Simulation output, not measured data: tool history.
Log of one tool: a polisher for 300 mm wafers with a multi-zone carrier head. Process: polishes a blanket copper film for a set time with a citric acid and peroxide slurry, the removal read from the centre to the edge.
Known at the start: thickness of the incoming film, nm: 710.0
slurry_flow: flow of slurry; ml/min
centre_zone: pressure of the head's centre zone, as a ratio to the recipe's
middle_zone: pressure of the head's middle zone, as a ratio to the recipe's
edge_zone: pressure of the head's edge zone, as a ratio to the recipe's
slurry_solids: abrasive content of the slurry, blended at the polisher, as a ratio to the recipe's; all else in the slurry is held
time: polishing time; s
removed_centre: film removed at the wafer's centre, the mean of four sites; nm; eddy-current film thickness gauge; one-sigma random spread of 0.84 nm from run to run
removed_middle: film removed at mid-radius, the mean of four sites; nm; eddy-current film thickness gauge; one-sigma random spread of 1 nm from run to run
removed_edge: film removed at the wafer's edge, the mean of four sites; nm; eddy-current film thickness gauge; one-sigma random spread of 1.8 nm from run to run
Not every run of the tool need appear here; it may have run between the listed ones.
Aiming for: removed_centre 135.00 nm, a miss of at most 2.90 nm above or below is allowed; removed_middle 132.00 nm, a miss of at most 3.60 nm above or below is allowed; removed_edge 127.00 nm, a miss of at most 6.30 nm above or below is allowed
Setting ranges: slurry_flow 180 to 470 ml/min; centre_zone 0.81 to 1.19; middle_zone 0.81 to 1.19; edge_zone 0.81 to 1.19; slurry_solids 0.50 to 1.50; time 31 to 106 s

run  hour  slurry_flow  centre_zone  middle_zone  edge_zone  slurry_solids  time  removed_centre  removed_middle  removed_edge
  1   0.0          300         1.00         1.00       1.00           1.00    68          162.46          159.20        158.11
  2   5.1          300         0.99         0.98       0.96           0.90    68          154.07          149.60        155.10
  3  11.2          305         1.00         1.00       0.93           0.80    66          146.81          143.12        143.91
  4  17.4          305         1.00         1.00       0.93           0.80    55          124.05          119.62        118.14
  5  21.0          315         1.01         1.01       0.96           0.80    55          124.88          122.70        121.58
  6  24.2          325         1.03         1.02       0.97           0.80    55          127.64          123.41        119.87
  7  33.0          325         1.03         1.02       0.97           0.80    55          127.60          123.82        118.47
  8  33.7          320         1.03         1.02       0.99           0.85    55          129.06          124.01        125.11

Exactly one of the 4 candidate moves below puts every result within its allowed miss. Which one?
  A  34.4          355         1.03         1.04       0.96           0.95    55               ?               ?             ?
  B  34.4          300         0.93         0.93       0.93           0.85    56               ?               ?             ?
  C  34.4          305         1.01         0.96       1.13           0.70    57               ?               ?             ?
  D  34.4          350         1.05         1.02       0.96           0.90    58               ?               ?             ?

move  removed_centre  removed_middle  removed_edge
   A          133.52          131.84        128.85
   B          117.02          116.90        124.20
   C          122.87          115.87        131.85
   D          141.28          134.61        133.82
A: each result inside its tolerance
B: misses by more than the last run did
C: misses by more than the last run did
D: brings the last run's worst result on target, with another outside its allowed miss
The move that meets every target is A.
